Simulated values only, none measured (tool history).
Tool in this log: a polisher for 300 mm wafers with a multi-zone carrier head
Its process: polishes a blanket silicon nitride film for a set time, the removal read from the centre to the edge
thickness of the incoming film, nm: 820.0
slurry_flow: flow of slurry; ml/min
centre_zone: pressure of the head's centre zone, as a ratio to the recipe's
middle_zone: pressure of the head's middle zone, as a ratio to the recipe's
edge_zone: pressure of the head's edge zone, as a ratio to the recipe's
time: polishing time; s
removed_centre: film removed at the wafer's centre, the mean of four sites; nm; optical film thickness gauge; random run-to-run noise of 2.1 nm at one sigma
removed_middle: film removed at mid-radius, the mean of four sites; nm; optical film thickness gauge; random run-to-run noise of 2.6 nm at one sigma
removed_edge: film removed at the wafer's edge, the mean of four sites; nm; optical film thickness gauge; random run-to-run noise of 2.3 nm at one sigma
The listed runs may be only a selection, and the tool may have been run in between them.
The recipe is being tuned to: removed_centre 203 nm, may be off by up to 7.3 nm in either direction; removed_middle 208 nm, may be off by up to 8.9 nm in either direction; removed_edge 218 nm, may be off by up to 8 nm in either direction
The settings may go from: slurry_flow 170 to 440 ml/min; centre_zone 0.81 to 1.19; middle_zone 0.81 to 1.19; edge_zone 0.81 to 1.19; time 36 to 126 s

run,hour,slurry_flow,centre_zone,middle_zone,edge_zone,time,removed_centre,removed_middle,removed_edge
1,0,280,1,1,1,81,176.52,170.95,171.84
2,0.9,240,1,1,1,81,172.16,176.62,174.39
3,5.2,230,1.01,1,1.02,83,174.37,176.17,179.32
4,7.2,230,1.02,1.01,1.04,85,180.9,178.94,183.45
5,10.8,230,1.02,1.06,1.04,85,180.56,189.89,181.53
6,14.1,230,1.02,1.06,1,85,180.83,191.78,178.25
7,14.9,230,1.02,1.05,1.02,87,185.8,189.19,188.27
8,23.1,230,1.02,1.05,1.02,87,187.95,189.69,185.94
9,26.3,225,1.01,1.05,1.03,89,188.57,198.93,192.82
10,27.9,225,1.01,1.05,1.03,89,188.97,195.7,193.61

Which of these 5 next moves meets every target?
A,29.5,175,0.92,0.94,0.95,106,?,?,?
B,29.5,205,0.98,1.19,0.98,93,?,?,?
C,29.5,225,0.97,1.19,1.04,85,?,?,?
D,29.5,170,0.97,0.89,1.03,102,?,?,?
E,29.5,170,0.91,1.19,0.97,99,?,?,?

move,removed_centre,removed_middle,removed_edge
A,201.01,209.41,215.56
B,188.74,228.81,194
C,173.22,211.28,183.91
D,199.92,191.78,215.2
E,185.86,238.18,202.09
A: all results in spec
B: neither nearer nor further off than the last run
C: lands further from the targets than the last run did
D: corrects the largest miss of the last run, while another result sits out of spec
E: lands further from the targets than the last run did
The right move is A.

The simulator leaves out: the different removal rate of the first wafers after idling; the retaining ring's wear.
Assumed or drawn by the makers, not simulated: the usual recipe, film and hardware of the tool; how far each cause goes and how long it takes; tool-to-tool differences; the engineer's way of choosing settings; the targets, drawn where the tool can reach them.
